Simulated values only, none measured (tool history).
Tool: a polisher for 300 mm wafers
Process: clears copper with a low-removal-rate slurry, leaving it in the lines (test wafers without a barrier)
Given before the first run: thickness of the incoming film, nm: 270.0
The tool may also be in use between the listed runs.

run  hour  flow of slurry (ml/min)  pressure of the wafer on the pad (kPa)  speed of the pad under the wafer (cm/s)  abrasive content of the slurry  overpolish time after the end point (s)  time until the end point was called (s)  dishing of a wide line in a test structure (angstrom)
  1   0.0                      150                                    18.6                                       92                            1.00                                       12                                   89.651                                                 227.93
  2   2.0                      150                                    20.0                                       94                            1.00                                       12                                   83.553                                                 251.86
  3   4.0                      150                                    21.4                                       96                            1.00                                       12                                   79.234                                                 255.82
  4  13.1                      150                                    21.4                                       96                            1.15                                       12                                   76.020                                                 271.85
  5  16.8                      150                                    22.1                                       98                            1.15                                       12                                   75.819                                                 273.25
  6  22.7                      150                                    22.8                                      102                            1.15                                       12                                   69.730                                                 294.19
  7  24.8                      150                                    23.4                                      104                            1.15                                       12                                   67.087                                                 298.87

For run 8, what comes out?
  8  26.5                      150                                    24.1                                      106                            1.15                                       12                                        ?                                                      ?

{"run 8": {"time until the end point was called (s)": 64.361, "dishing of a wide line in a test structure (angstrom)": 316.08}}
